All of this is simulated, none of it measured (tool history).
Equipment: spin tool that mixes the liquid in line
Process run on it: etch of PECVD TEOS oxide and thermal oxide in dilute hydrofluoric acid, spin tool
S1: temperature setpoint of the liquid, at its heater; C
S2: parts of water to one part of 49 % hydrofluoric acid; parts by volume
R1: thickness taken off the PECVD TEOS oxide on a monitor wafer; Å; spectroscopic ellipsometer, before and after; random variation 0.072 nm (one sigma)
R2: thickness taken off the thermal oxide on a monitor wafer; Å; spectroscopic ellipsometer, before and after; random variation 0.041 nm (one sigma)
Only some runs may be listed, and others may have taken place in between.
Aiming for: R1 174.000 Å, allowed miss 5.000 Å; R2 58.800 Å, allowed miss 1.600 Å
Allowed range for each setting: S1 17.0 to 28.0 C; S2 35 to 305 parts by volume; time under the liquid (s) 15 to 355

run 1 day=0.000 | S1=20.0 S2=170 time_under_the_liquid_(s)=180 | R1=109.670 R2=37.170
run 2 day=0.192 | S1=20.0 S2=170 time_under_the_liquid_(s)=245 | R1=149.150 R2=51.096
run 3 day=0.312 | S1=20.0 S2=170 time_under_the_liquid_(s)=215 | R1=131.420 R2=44.411
run 4 day=0.550 | S1=18.5 S2=170 time_under_the_liquid_(s)=215 | R1=123.930 R2=41.835
run 5 day=0.762 | S1=19.5 S2=170 time_under_the_liquid_(s)=215 | R1=129.380 R2=43.444
run 6 day=0.925 | S1=19.5 S2=170 time_under_the_liquid_(s)=165 | R1=99.118 R2=33.374
run 7 day=1.246 | S1=19.5 S2=170 time_under_the_liquid_(s)=165 | R1=99.236 R2=33.870
run 8 day=1.575 | S1=23.5 S2=130 time_under_the_liquid_(s)=165 | R1=158.140 R2=53.139
run 9 day=1.671 | S1=25.0 S2=130 time_under_the_liquid_(s)=165 | R1=166.580 R2=55.612

Consider the 5 candidate settings below. Which is the only one whose results all fall within their allowed miss of target?
run A day=1.767 | S1=25.0 S2=130 time_under_the_liquid_(s)=160 | R1=? R2=?
run B day=1.767 | S1=27.5 S2=115 time_under_the_liquid_(s)=125 | R1=? R2=?
run C day=1.767 | S1=22.5 S2=120 time_under_the_liquid_(s)=160 | R1=? R2=?
run D day=1.767 | S1=24.5 S2=140 time_under_the_liquid_(s)=180 | R1=? R2=?
run E day=1.767 | S1=28.0 S2=110 time_under_the_liquid_(s)=125 | R1=? R2=?

move=A R1=162.200 R2=54.868
move=B R1=160.570 R2=54.316
move=C R1=161.280 R2=54.557
move=D R1=164.260 R2=55.566
move=E R1=172.210 R2=58.252
A: further off than the last run
B: further off than the last run
C: further off than the last run
D: neither nearer nor further off than the last run
E: each result inside its tolerance
E is the move that brings every result within its allowed miss.
